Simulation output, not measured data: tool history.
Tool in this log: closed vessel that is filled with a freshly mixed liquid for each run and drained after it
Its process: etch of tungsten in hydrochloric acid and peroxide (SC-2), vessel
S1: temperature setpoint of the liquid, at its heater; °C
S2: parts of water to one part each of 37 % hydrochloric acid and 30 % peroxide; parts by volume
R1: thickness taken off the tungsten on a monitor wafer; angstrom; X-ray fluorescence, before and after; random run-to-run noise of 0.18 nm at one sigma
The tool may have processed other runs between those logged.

Run 1, day 0.000: S1 64.0 °C, S2 11.0 parts by volume, time in the liquid (s) 110. Result: R1 284.71 angstrom.
Run 2, day 0.304: S1 61.5 °C, S2 11.0 parts by volume, time in the liquid (s) 110. Result: R1 244.02 angstrom.
Run 3, day 0.562: S1 64.5 °C, S2 10.5 parts by volume, time in the liquid (s) 110. Result: R1 304.83 angstrom.
Run 4, day 0.696: S1 64.5 °C, S2 8.5 parts by volume, time in the liquid (s) 110. Result: R1 359.70 angstrom.
Run 5, day 0.846: S1 66.0 °C, S2 8.5 parts by volume, time in the liquid (s) 110. Result: R1 395.03 angstrom.
Run 6, day 0.900: S1 66.0 °C, S2 8.5 parts by volume, time in the liquid (s) 110. Result: R1 400.45 angstrom.
Run 7, day 1.050: S1 67.0 °C, S2 8.5 parts by volume, time in the liquid (s) 110. Result: R1 421.14 angstrom.

Run 8 has not been measured yet. What should we expect?
Run 8, day 1.254: S1 68.0 °C, S2 8.5 parts by volume, time in the liquid (s) 110. Result: R1 ?.

R1: 447.79 angstrom
